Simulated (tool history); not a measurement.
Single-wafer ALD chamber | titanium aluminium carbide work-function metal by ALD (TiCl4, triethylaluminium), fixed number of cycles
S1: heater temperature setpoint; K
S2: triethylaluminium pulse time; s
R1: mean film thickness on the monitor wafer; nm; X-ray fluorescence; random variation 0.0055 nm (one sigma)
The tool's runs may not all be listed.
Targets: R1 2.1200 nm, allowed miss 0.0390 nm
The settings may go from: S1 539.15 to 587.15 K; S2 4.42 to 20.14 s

run 1 hour=0.0 | S1=563.15 S2=12.28 | R1=1.9378
run 2 hour=6.0 | S1=569.15 S2=12.98 | R1=1.9987
run 3 hour=6.9 | S1=569.15 S2=9.98 | R1=1.9472
run 4 hour=12.1 | S1=574.15 S2=10.85 | R1=2.0086
run 5 hour=14.3 | S1=577.15 S2=11.30 | R1=2.0491
run 6 hour=21.0 | S1=577.15 S2=8.84 | R1=1.9425
run 7 hour=25.1 | S1=577.15 S2=8.84 | R1=1.9472
run 8 hour=31.5 | S1=580.15 S2=9.91 | R1=2.0368
run 9 hour=37.6 | S1=582.15 S2=10.10 | R1=2.0663
run 10 hour=45.6 | S1=583.15 S2=10.19 | R1=2.0694

Which of these 4 next moves meets every target?
run A hour=53.6 | S1=573.15 S2=11.69 | R1=?
run B hour=53.6 | S1=577.15 S2=10.69 | R1=?
run C hour=53.6 | S1=585.15 S2=11.01 | R1=?
run D hour=53.6 | S1=583.15 S2=9.27 | R1=?

move=A R1=2.0286
move=B R1=2.0433
move=C R1=2.1301
move=D R1=2.0380
A: further off than the last run
B: further off than the last run
C: meets every target
D: further off than the last run
Answer: C
